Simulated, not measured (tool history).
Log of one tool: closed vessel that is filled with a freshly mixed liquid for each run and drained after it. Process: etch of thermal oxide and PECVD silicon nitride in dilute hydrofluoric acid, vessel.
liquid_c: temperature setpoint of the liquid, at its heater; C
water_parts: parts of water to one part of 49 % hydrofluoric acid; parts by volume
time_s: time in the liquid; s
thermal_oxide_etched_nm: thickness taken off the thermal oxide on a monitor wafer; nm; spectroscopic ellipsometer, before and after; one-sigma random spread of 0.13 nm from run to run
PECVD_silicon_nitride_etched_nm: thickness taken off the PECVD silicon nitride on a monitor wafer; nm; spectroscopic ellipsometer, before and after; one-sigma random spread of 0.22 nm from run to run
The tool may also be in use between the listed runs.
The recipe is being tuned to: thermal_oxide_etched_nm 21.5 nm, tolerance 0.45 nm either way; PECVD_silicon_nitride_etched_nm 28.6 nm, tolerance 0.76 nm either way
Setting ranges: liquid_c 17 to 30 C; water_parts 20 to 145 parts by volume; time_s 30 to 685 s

run	hour	liquid_c	water_parts	time_s	thermal_oxide_etched_nm	PECVD_silicon_nitride_etched_nm
1	0	22	80	350	19.145	26.338
2	8.5	24.5	80	350	21.394	30.965
3	13.5	27.5	80	350	24.014	37.903
4	19.2	25	80	350	21.472	32.222
5	22.2	24.5	80	350	21.376	31.069
6	30.4	24	80	350	20.816	30.346
7	32.8	23.5	80	350	20.324	29.467
8	39.4	23	80	350	19.988	28.254
9	46.9	22	75	345	20.3	27.632
# hour 53: hydrofluoric acid flow meter replaced
10	53	22	70	340	19.779	27.185
11	59.6	22	70	340	19.557	26.96
12	64.3	21.5	60	340	22.858	29.889

Next run, 5 choices. One meets every target within its allowed miss, the rest don't. Which?
A	69	27	90	380	?	?
B	69	23	70	365	?	?
C	69	17	50	355	?	?
D	69	20	55	360	?	?
E	69	21	65	355	?	?

move	thermal_oxide_etched_nm	PECVD_silicon_nitride_etched_nm
A	20.372	32.99
B	22.015	31.194
C	23.833	27.802
D	24.846	31.727
E	21.363	28.479
A: the result that was furthest off in the last run now lies on the other side of its target
B: its largest miss is bigger than the last run's
C: its largest miss is bigger than the last run's
D: its largest miss is bigger than the last run's
E: every result lands within tolerance
Correct choice: E, which meets every target
